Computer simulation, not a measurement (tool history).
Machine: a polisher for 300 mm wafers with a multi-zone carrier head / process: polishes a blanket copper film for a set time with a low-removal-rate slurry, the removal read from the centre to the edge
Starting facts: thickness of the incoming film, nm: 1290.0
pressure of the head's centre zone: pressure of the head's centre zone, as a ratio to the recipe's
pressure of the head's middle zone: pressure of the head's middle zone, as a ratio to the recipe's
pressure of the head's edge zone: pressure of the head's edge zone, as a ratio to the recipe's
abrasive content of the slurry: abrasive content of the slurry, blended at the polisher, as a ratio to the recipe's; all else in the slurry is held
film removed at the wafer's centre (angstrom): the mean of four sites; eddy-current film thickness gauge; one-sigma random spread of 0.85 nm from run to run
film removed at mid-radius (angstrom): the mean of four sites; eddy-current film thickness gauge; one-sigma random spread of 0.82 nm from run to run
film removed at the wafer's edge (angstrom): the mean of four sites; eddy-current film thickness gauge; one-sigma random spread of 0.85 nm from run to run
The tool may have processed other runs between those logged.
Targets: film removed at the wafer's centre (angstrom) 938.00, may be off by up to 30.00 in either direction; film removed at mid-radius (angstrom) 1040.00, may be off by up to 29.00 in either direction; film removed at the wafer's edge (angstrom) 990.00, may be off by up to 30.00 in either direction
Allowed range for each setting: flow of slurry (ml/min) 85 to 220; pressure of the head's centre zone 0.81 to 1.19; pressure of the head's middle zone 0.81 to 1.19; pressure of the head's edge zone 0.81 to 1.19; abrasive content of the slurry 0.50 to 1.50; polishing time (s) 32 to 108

run  hour  flow of slurry (ml/min)  pressure of the head's centre zone  pressure of the head's middle zone  pressure of the head's edge zone  abrasive content of the slurry  polishing time (s)  film removed at the wafer's centre (angstrom)  film removed at mid-radius (angstrom)  film removed at the wafer's edge (angstrom)
  1   0.0                      140                                1.00                                1.00                              1.00                            1.00                  70                                        1319.30                                1295.80                                      1310.40
  2   8.8                      135                                0.97                                1.00                              0.97                            0.90                  69                                        1227.50                                1245.20                                      1237.30
  3  11.1                      135                                0.97                                1.00                              0.97                            0.80                  69                                        1169.90                                1195.90                                      1179.10
  4  19.3                      135                                0.97                                1.00                              0.97                            0.95                  69                                        1243.30                                1248.20                                      1249.60
  5  20.9                      130                                0.95                                1.00                              0.95                            0.85                  69                                        1141.20                                1202.00                                      1181.10
  6  25.3                      125                                0.94                                0.99                              0.92                            0.80                  69                                        1131.30                                1172.70                                      1158.20
  7  27.5                      105                                0.85                                1.02                              0.84                            0.55                  64                                         825.29                                 982.74                                       928.94
  8  30.6                      115                                0.86                                1.01                              0.85                            0.55                  64                                         863.34                                 998.38                                       936.04
  9  35.6                      120                                0.86                                1.01                              0.86                            0.55                  64                                         885.82                                1017.70                                       968.89
 10  38.7                      125                                0.86                                1.01                              0.86                            0.55                  64                                         877.93                                1036.80                                       953.48
 11  47.0                      125                                0.87                                1.00                              0.87                            0.55                  64                                         901.66                                1022.70                                       969.10

Of the 5 settings listed for the next run, only one would bring every result within its allowed miss of target. Which one?
  A  55.3                      115                                0.82                                1.02                              0.83                            0.50                  67                                              ?                                      ?                                            ?
  B  55.3                      155                                0.84                                1.04                              0.85                            0.50                  62                                              ?                                      ?                                            ?
  C  55.3                      165                                0.86                                1.00                              0.96                            0.50                  61                                              ?                                      ?                                            ?
  D  55.3                      125                                0.89                                1.00                              0.88                            0.65                  63                                              ?                                      ?                                            ?
  E  55.3                      145                                0.94                                0.98                              0.81                            0.50                  64                                              ?                                      ?                                            ?

move  film removed at the wafer's centre (angstrom)  film removed at mid-radius (angstrom)  film removed at the wafer's edge (angstrom)
   A                                         845.40                                1058.40                                       947.03
   B                                         861.94                                1060.90                                       926.20
   C                                         879.21                                1020.80                                       972.06
   D                                         930.66                                1051.60                                       977.10
   E                                         982.01                                1027.90                                       928.22
A: lands further from the targets than the last run did
B: lands further from the targets than the last run did
C: lands further from the targets than the last run did
D: hits every target within its allowed miss
E: the result that was furthest off in the last run now lies on the other side of its target
The right move is D.

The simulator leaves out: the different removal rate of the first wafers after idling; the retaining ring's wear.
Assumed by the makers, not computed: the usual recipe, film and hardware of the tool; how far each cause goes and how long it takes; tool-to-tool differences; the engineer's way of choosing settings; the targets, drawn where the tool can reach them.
